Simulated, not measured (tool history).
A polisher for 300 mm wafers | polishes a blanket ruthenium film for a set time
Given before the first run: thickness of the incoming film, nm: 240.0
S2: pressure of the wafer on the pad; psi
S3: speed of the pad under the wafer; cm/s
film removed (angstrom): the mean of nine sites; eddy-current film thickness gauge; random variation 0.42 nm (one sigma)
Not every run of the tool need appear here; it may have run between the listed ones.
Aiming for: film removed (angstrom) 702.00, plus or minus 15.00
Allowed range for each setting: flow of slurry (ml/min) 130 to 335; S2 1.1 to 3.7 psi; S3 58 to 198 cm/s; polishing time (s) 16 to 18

run 1 day=0.000 | flow_of_slurry_(ml/min)=215 S2=2.4 S3=128 polishing_time_(s)=18 | film_removed_(angstrom)=355.33
run 2 day=0.121 | flow_of_slurry_(ml/min)=260 S2=2.4 S3=128 polishing_time_(s)=18 | film_removed_(angstrom)=358.10
run 3 day=0.192 | flow_of_slurry_(ml/min)=260 S2=2.4 S3=140 polishing_time_(s)=18 | film_removed_(angstrom)=393.51
run 4 day=0.354 | flow_of_slurry_(ml/min)=260 S2=2.4 S3=152 polishing_time_(s)=18 | film_removed_(angstrom)=424.56
run 5 day=0.696 | flow_of_slurry_(ml/min)=260 S2=2.7 S3=152 polishing_time_(s)=18 | film_removed_(angstrom)=478.66
run 6 day=0.788 | flow_of_slurry_(ml/min)=260 S2=2.9 S3=152 polishing_time_(s)=18 | film_removed_(angstrom)=513.47
run 7 day=1.075 | flow_of_slurry_(ml/min)=260 S2=3.1 S3=152 polishing_time_(s)=18 | film_removed_(angstrom)=546.72
run 8 day=1.129 | flow_of_slurry_(ml/min)=260 S2=3.3 S3=154 polishing_time_(s)=18 | film_removed_(angstrom)=588.15
run 9 day=1.433 | flow_of_slurry_(ml/min)=260 S2=3.4 S3=156 polishing_time_(s)=18 | film_removed_(angstrom)=611.51
run 10 day=1.492 | flow_of_slurry_(ml/min)=265 S2=3.5 S3=158 polishing_time_(s)=18 | film_removed_(angstrom)=636.07
run 11 day=1.708 | flow_of_slurry_(ml/min)=265 S2=3.6 S3=160 polishing_time_(s)=18 | film_removed_(angstrom)=666.65

Consider the 4 candidate settings below. Which is the only one whose results all fall within their allowed miss of target?
run A day=1.925 | flow_of_slurry_(ml/min)=255 S2=3.7 S3=148 polishing_time_(s)=18 | film_removed_(angstrom)=?
run B day=1.925 | flow_of_slurry_(ml/min)=255 S2=3.6 S3=172 polishing_time_(s)=16 | film_removed_(angstrom)=?
run C day=1.925 | flow_of_slurry_(ml/min)=270 S2=3.4 S3=166 polishing_time_(s)=18 | film_removed_(angstrom)=?
run D day=1.925 | flow_of_slurry_(ml/min)=230 S2=3.7 S3=168 polishing_time_(s)=18 | film_removed_(angstrom)=?

move=A film_removed_(angstrom)=632.48
move=B film_removed_(angstrom)=633.75
move=C film_removed_(angstrom)=654.75
move=D film_removed_(angstrom)=708.22
A: further off than the last run
B: further off than the last run
C: further off than the last run
D: all results land within tolerance of their targets
D is the move that brings every result within its allowed miss.

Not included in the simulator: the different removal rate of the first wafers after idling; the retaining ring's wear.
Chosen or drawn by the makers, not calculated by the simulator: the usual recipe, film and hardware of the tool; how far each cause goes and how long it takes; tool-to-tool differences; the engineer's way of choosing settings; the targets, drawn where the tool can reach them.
